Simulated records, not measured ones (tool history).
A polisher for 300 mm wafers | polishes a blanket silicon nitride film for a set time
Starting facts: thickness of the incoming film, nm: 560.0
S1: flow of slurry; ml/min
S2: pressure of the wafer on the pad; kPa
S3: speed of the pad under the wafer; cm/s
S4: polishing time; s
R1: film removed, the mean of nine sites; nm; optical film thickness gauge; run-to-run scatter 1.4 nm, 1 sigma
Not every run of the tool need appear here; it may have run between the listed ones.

{"run": 1, "hour": 0.0, "S1": 125, "S2": 30.3, "S3": 84, "S4": 41, "R1": 75.749}
{"run": 2, "hour": 1.9, "S1": 125, "S2": 31.7, "S3": 84, "S4": 41, "R1": 78.341}
{"run": 3, "hour": 5.5, "S1": 125, "S2": 31.7, "S3": 84, "S4": 41, "R1": 79.677}
{"run": 4, "hour": 6.4, "S1": 125, "S2": 33.1, "S3": 84, "S4": 41, "R1": 82.441}
{"run": 5, "hour": 8.8, "S1": 150, "S2": 33.1, "S3": 84, "S4": 41, "R1": 84.067}
{"run": 6, "hour": 12.3, "S1": 150, "S2": 33.8, "S3": 84, "S4": 41, "R1": 88.298}

For run 7, what comes out?
{"run": 7, "hour": 14.0, "S1": 150, "S2": 33.8, "S3": 84, "S4": 41, "R1": "?"}

R1: 85.731 nm
